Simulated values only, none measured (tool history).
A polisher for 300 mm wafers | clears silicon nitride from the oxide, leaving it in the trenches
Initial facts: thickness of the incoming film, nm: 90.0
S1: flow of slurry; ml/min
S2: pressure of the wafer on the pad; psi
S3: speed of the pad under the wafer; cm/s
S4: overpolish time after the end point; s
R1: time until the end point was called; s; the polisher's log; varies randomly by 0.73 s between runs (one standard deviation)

Run 1, hour 0.0: S1 185 ml/min, S2 2.8 psi, S3 120 cm/s, S4 18 s. Result: R1 96.380 s.
Run 2, hour 3.3: S1 190 ml/min, S2 2.9 psi, S3 120 cm/s, S4 18 s. Result: R1 92.535 s.
Run 3, hour 5.0: S1 230 ml/min, S2 2.9 psi, S3 120 cm/s, S4 18 s. Result: R1 91.110 s.
Run 4, hour 6.6: S1 230 ml/min, S2 2.9 psi, S3 132 cm/s, S4 18 s. Result: R1 81.568 s.
Run 5, hour 12.9: S1 230 ml/min, S2 3.0 psi, S3 132 cm/s, S4 18 s. Result: R1 78.725 s.
Run 6, hour 20.0: S1 230 ml/min, S2 3.6 psi, S3 132 cm/s, S4 18 s. Result: R1 65.755 s.
Run 7, hour 25.0: S1 230 ml/min, S2 3.5 psi, S3 132 cm/s, S4 18 s. Result: R1 68.708 s.

Expected results for the next run?
Run 8, hour 28.5: S1 230 ml/min, S2 3.4 psi, S3 132 cm/s, S4 18 s. Result: R1 ?.

Logged for run 8: R1 70.445 s.
